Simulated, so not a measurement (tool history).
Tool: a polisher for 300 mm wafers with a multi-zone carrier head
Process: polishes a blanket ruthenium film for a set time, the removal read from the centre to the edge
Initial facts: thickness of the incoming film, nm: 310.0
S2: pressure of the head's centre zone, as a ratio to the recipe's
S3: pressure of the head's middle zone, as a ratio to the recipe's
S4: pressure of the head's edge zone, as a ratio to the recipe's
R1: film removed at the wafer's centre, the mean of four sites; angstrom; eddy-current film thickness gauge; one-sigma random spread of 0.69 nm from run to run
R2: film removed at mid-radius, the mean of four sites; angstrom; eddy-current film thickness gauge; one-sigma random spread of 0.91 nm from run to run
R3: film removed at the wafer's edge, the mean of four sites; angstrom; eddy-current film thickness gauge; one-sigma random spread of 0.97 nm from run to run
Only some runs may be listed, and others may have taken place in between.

run 1 hour=0 | flow_of_slurry_(ml/min)=180 S2=1 S3=1 S4=1 polishing_time_(s)=50 | R1=500.23 R2=513.76 R3=500.87
run 2 hour=3.7 | flow_of_slurry_(ml/min)=180 S2=1.01 S3=0.99 S4=1.02 polishing_time_(s)=52 | R1=525.75 R2=528.05 R3=542.22
run 3 hour=4.9 | flow_of_slurry_(ml/min)=185 S2=1.03 S3=1 S4=1.04 polishing_time_(s)=53 | R1=547.75 R2=531.25 R3=561.84
run 4 hour=11.1 | flow_of_slurry_(ml/min)=190 S2=1.04 S3=1.02 S4=1.05 polishing_time_(s)=55 | R1=585.53 R2=581.18 R3=563.34
run 5 hour=18.2 | flow_of_slurry_(ml/min)=190 S2=1.04 S3=1.01 S4=1.06 polishing_time_(s)=57 | R1=607 R2=597.53 R3=601.9
run 6 hour=21.6 | flow_of_slurry_(ml/min)=190 S2=1.01 S3=1.01 S4=1.06 polishing_time_(s)=57 | R1=592.04 R2=593.89 R3=601.98
run 7 hour=26.8 | flow_of_slurry_(ml/min)=190 S2=1.01 S3=1.01 S4=1.07 polishing_time_(s)=58 | R1=601.14 R2=617.32 R3=627.13

The next listed run, before its measurement:
run 8 hour=34.6 | flow_of_slurry_(ml/min)=195 S2=1.02 S3=1.01 S4=1.08 polishing_time_(s)=59 | R1=? R2=? R3=?

{"run 8": {"R1": 610.16, "R2": 618.4, "R3": 633.56}}
